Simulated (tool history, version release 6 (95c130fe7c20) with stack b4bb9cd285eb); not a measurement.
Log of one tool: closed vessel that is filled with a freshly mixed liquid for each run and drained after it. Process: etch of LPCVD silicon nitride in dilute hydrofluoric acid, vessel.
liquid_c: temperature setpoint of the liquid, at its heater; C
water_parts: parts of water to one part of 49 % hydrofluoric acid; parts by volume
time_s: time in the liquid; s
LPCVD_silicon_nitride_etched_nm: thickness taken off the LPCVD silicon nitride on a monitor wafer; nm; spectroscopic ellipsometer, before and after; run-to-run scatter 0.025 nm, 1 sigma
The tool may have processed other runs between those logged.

run	hour	liquid_c	water_parts	time_s	LPCVD_silicon_nitride_etched_nm
1	0.0	25.0	45	800	9.4550
2	5.2	21.5	45	800	7.4154
3	13.1	20.5	45	800	6.9219
4	19.0	20.5	55	800	5.6782
5	23.0	19.0	55	800	5.1244
6	25.0	19.0	55	600	3.8131
7	34.5	23.0	55	600	5.0943
8	36.3	24.0	55	600	5.4047

For run 9, what comes out?
9	45.1	28.0	55	600	?

{"run 9": {"LPCVD_silicon_nitride_etched_nm": 7.0487}}
